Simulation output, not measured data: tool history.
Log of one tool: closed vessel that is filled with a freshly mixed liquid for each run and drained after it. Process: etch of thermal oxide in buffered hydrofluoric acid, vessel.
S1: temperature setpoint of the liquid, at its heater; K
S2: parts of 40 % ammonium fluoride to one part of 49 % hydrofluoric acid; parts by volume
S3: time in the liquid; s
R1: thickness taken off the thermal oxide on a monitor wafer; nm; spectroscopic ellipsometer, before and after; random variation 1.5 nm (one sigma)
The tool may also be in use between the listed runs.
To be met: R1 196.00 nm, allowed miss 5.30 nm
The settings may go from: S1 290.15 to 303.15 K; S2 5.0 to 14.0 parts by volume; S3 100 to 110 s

run	hour	S1	S2	S3	R1
1	0.0	295.15	8.5	100	130.75
2	1.5	296.15	8.5	100	136.96
3	7.1	296.15	8.5	110	150.15
4	13.1	296.15	6.0	110	210.22
5	15.4	296.15	5.0	110	248.15
6	24.3	297.65	5.0	110	272.61
7	25.6	297.15	5.0	110	266.07
8	26.5	296.65	5.0	110	255.78
9	29.0	296.65	5.0	110	255.86
10	30.6	296.15	5.0	110	251.84
11	32.2	295.65	5.0	110	241.35
12	35.2	295.15	5.0	110	235.43

5 next moves are on the table. One of them brings every result within its allowed miss. Which?
A	38.2	300.15	5.0	110	?
B	38.2	297.15	5.0	110	?
C	38.2	293.15	5.5	105	?
D	38.2	295.65	5.5	105	?
E	38.2	294.15	5.5	105	?

move	R1
A	310.59
B	264.28
C	186.70
D	214.43
E	197.39
A: further off than the last run
B: further off than the last run
C: takes the result that was furthest off past its target
D: nearer than the last run, and not there yet
E: meets every target
Move E is the one to make.
